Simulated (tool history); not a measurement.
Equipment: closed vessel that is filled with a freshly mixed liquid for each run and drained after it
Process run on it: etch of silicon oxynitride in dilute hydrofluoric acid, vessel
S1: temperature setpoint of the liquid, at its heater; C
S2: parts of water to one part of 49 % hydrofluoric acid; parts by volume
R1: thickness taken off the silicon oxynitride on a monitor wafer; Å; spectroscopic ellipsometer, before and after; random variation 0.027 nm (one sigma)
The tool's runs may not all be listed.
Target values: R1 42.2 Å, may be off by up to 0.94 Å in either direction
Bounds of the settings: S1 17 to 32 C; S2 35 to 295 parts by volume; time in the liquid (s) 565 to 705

{"run": 1, "hour": 0.0, "S1": 24, "S2": 165, "time in the liquid (s)": 705, "R1": 54.716}
{"run": 2, "hour": 9.3, "S1": 24, "S2": 120, "time in the liquid (s)": 705, "R1": 76.84}
{"run": 3, "hour": 14.4, "S1": 24, "S2": 90, "time in the liquid (s)": 705, "R1": 105.96}
{"run": 4, "hour": 22.2, "S1": 22.5, "S2": 105, "time in the liquid (s)": 705, "R1": 83.312}
{"run": 5, "hour": 29.7, "S1": 21.5, "S2": 115, "time in the liquid (s)": 705, "R1": 71.669}
{"run": 6, "hour": 39.1, "S1": 19.5, "S2": 115, "time in the liquid (s)": 705, "R1": 65.789}
{"run": 7, "hour": 47.8, "S1": 19, "S2": 125, "time in the liquid (s)": 705, "R1": 58.961}
{"run": 8, "hour": 52.5, "S1": 19, "S2": 125, "time in the liquid (s)": 705, "R1": 58.482}
{"run": 9, "hour": 56.7, "S1": 18.5, "S2": 130, "time in the liquid (s)": 705, "R1": 54.085}
{"hour": 62.2, "done": "thermometer replaced"}
{"run": 10, "hour": 62.2, "S1": 18, "S2": 135, "time in the liquid (s)": 705, "R1": 54.493}
{"run": 11, "hour": 67.8, "S1": 18, "S2": 140, "time in the liquid (s)": 705, "R1": 52.389}
{"run": 12, "hour": 70.1, "S1": 18, "S2": 145, "time in the liquid (s)": 705, "R1": 50.894}
{"run": 13, "hour": 76.8, "S1": 18, "S2": 150, "time in the liquid (s)": 705, "R1": 48.948}
{"run": 14, "hour": 85.5, "S1": 18, "S2": 155, "time in the liquid (s)": 705, "R1": 47.548}
{"run": 15, "hour": 94.3, "S1": 17.5, "S2": 160, "time in the liquid (s)": 705, "R1": 44.776}

Pick the move, out of 5, that brings all results within their allowed miss; only one does.
{"run": "A", "hour": 103.1, "S1": 18.5, "S2": 175, "time in the liquid (s)": 675, "R1": "?"}
{"run": "B", "hour": 103.1, "S1": 18.5, "S2": 180, "time in the liquid (s)": 680, "R1": "?"}
{"run": "C", "hour": 103.1, "S1": 17.5, "S2": 155, "time in the liquid (s)": 650, "R1": "?"}
{"run": "D", "hour": 103.1, "S1": 17, "S2": 160, "time in the liquid (s)": 650, "R1": "?"}
{"run": "E", "hour": 103.1, "S1": 17, "S2": 145, "time in the liquid (s)": 580, "R1": "?"}

move=A R1=40.343
move=B R1=39.387
move=C R1=42.328
move=D R1=39.895
move=E R1=39.646
A: carries the result that was furthest off beyond its target, to the other side
B: carries the result that was furthest off beyond its target, to the other side
C: every result lands within tolerance
D: carries the result that was furthest off beyond its target, to the other side
E: carries the result that was furthest off beyond its target, to the other side
C is the move that brings every result within its allowed miss.
